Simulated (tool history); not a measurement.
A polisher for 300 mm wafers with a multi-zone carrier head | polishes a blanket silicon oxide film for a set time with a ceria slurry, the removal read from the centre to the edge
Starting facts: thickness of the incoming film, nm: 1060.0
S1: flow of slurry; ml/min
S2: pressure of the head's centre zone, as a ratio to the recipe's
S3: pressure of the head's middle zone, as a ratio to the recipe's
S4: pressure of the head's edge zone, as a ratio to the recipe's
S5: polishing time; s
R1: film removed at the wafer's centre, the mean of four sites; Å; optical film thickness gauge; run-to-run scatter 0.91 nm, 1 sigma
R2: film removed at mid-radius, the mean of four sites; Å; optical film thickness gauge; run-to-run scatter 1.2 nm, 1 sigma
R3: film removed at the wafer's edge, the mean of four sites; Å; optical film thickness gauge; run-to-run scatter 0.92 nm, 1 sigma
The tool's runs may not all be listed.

{"run": 1, "day": 0.0, "S1": 200, "S2": 1.0, "S3": 1.0, "S4": 1.0, "S5": 90, "R1": 1762.5, "R2": 1748.3, "R3": 1769.4}
{"run": 2, "day": 0.033, "S1": 190, "S2": 0.96, "S3": 0.97, "S4": 0.97, "S5": 85, "R1": 1600.1, "R2": 1579.4, "R3": 1662.1}
{"run": 3, "day": 0.183, "S1": 190, "S2": 0.96, "S3": 0.97, "S4": 0.94, "S5": 85, "R1": 1597.3, "R2": 1595.1, "R3": 1627.3}
{"run": 4, "day": 0.45, "S1": 210, "S2": 0.96, "S3": 0.97, "S4": 0.94, "S5": 85, "R1": 1605.2, "R2": 1643.3, "R3": 1637.9}
{"run": 5, "day": 0.588, "S1": 195, "S2": 0.96, "S3": 0.97, "S4": 0.94, "S5": 85, "R1": 1593.8, "R2": 1594.2, "R3": 1640.2}
{"run": 6, "day": 0.862, "S1": 195, "S2": 0.93, "S3": 0.96, "S4": 0.92, "S5": 80, "R1": 1460.9, "R2": 1508.3, "R3": 1512.0}
{"run": 7, "day": 1.071, "S1": 185, "S2": 0.9, "S3": 0.94, "S4": 0.91, "S5": 78, "R1": 1365.8, "R2": 1431.2, "R3": 1474.2}
{"run": 8, "day": 1.15, "S1": 175, "S2": 0.88, "S3": 0.92, "S4": 0.89, "S5": 76, "R1": 1320.9, "R2": 1343.4, "R3": 1388.1}
{"run": 9, "day": 1.417, "S1": 170, "S2": 0.86, "S3": 0.92, "S4": 0.89, "S5": 75, "R1": 1252.8, "R2": 1365.9, "R3": 1381.0}
{"run": 10, "day": 1.588, "S1": 165, "S2": 0.85, "S3": 0.9, "S4": 0.88, "S5": 75, "R1": 1255.1, "R2": 1320.7, "R3": 1371.5}

What will run 11 give?
{"run": 11, "day": 1.833, "S1": 160, "S2": 0.84, "S3": 0.89, "S4": 0.88, "S5": 74, "R1": "?", "R2": "?", "R3": "?"}

R1: 1209.3 Å
R2: 1304.5 Å
R3: 1336.2 Å

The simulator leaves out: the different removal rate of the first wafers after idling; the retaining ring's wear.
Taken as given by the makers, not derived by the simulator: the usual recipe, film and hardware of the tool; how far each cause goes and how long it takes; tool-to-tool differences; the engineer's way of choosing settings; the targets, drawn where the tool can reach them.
